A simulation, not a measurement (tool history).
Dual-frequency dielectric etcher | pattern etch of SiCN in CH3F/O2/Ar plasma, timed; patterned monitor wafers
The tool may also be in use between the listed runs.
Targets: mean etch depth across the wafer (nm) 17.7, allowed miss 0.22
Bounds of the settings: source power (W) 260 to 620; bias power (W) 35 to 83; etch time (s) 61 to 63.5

run  hour  source power (W)  bias power (W)  etch time (s)  mean etch depth across the wafer (nm)
  1     0               440              59             61                                 20.798
  2   2.5               440              48             61                                 19.199
  3   6.3               420              48             61                                  18.95
  4  11.2               400              48             61                                 18.684
  5  17.1               450              48             61                                 19.254
  6  24.4               530              48             61                                 20.339
  7  30.7               490              47             61                                 19.639
  8  37.7               460              47             61                                 19.429
  9  43.7               430              47             61                                 19.017

Which of these 4 next moves meets every target?
  A  49.7               380              36           62.5                                      ?
  B  49.7               350              44             62                                      ?
  C  49.7               440              35             61                                      ?
  D  49.7               470              50             63                                      ?

move  mean etch depth across the wafer (nm)
   A                                 17.065
   B                                 17.695
   C                                 17.237
   D                                 20.465
A: takes the result that was furthest off past its target
B: meets every target
C: takes the result that was furthest off past its target
D: further off than the last run
The right move is B.

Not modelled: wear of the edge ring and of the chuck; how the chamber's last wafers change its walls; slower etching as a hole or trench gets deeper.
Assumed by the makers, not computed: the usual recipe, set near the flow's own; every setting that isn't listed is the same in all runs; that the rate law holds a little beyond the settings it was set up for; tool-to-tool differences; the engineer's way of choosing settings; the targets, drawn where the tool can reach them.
